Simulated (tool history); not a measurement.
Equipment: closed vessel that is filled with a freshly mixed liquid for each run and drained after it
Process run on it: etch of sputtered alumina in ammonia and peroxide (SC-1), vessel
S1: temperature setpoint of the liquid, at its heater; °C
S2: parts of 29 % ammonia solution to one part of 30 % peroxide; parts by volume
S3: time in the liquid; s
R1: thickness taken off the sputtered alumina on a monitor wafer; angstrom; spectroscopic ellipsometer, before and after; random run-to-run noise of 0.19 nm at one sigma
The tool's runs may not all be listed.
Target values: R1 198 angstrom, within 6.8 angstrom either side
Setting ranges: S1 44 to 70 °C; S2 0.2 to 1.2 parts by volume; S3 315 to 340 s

run    day    S1    S2   S3      R1
  1      0    60  0.85  315  264.63
  2  0.092  62.5  0.85  315  294.91
  3  0.367  68.5  0.85  315  400.68
  4  0.754  68.5  0.85  340  437.52
  5  0.917  68.5  0.85  340  434.05
  6   1.25    66  0.85  340  386.38
  7   1.55    64  0.85  340  352.28
  8  1.646  62.5  0.85  340  327.95
  9  1.871    61  0.85  340  302.12
 10  2.217    60  0.85  340  282.28
     2.408  -- new drum of ammonia solution connected
 11  2.408    59  0.85  340  272.14
 12  2.525    58  0.85  340  258.89
 13  2.788    52  0.85  340  189.12

Below are 5 possible settings for the next run. Only one of them brings all results inside the allowed miss of their targets. Which is it?
  A  3.05  52.5   0.7  320   ?
  B  3.05    54  1.15  340   ?
  C  3.05    53   0.7  340   ?
  D  3.05  55.5   0.8  325   ?
  E  3.05  53.5  1.05  340   ?

move      R1
   A  176.64
   B  213.25
   C  192.81
   D   213.3
   E  205.83
A: misses by more than the last run did
B: the result that was furthest off in the last run now lies on the other side of its target
C: in spec on every target
D: the result that was furthest off in the last run now lies on the other side of its target
E: the result that was furthest off in the last run now lies on the other side of its target
C is the move that brings every result within its allowed miss.
